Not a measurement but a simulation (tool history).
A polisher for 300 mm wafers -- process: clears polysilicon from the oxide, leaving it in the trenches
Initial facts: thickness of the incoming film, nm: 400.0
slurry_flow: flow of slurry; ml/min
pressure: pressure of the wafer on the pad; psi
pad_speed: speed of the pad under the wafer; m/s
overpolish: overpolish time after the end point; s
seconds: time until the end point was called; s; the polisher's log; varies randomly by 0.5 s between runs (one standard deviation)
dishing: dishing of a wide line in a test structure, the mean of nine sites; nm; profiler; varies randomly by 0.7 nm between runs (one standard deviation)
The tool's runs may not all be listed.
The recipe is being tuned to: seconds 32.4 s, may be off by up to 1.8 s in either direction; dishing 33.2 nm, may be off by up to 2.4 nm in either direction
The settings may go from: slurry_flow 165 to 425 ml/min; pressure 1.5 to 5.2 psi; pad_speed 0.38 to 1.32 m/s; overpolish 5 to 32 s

run	hour	slurry_flow	pressure	pad_speed	overpolish	seconds	dishing
1	0	275	3.3	0.84	16	23.305	56.759
2	5.7	275	3.1	0.84	14	24.358	54.993
3	9.1	230	3.1	0.84	14	24.437	53.664
4	15.7	230	3.1	0.84	19	25.429	56.633
5	21.3	230	2.8	0.84	19	27.436	56.596
6	23.6	215	2.8	0.8	16	29.119	55.356
7	30.9	205	2.6	0.84	14	29.682	54.976
8	36.3	195	2.9	0.74	12	30.423	48.923
9	37.6	190	3.1	0.66	11	30.456	51.085
10	45.2	185	3.1	0.64	10	30.33	46.584
11	53.6	180	3.2	0.58	9	31.987	45.499
12	61.6	175	3.3	0.54	8	32.72	42.781
13	66.2	175	3.4	0.5	7	34.458	38.418
14	68.4	175	3.5	0.48	7	32.491	40.234
15	72.6	165	2.5	0.72	5	35.899	30.727
16	79.5	165	2.5	0.72	5	34.497	31.002

Pick the move, out of 5, that brings all results within their allowed miss; only one does.
A	86.4	235	2.7	0.7	5	?	?
B	86.4	165	2.1	0.84	8	?	?
C	86.4	200	2.3	0.76	5	?	?
D	86.4	220	2.3	0.66	7	?	?
E	86.4	165	2.4	0.74	8	?	?

move	seconds	dishing
A	31.954	33.082
B	37.159	39.628
C	35.572	30.9
D	38.401	36.226
E	36.116	40.2
A: all results land within tolerance of their targets
B: moves away from the targets compared with the last run
C: moves away from the targets compared with the last run
D: moves away from the targets compared with the last run
E: moves away from the targets compared with the last run
So the answer is move A, the one that meets all the targets.
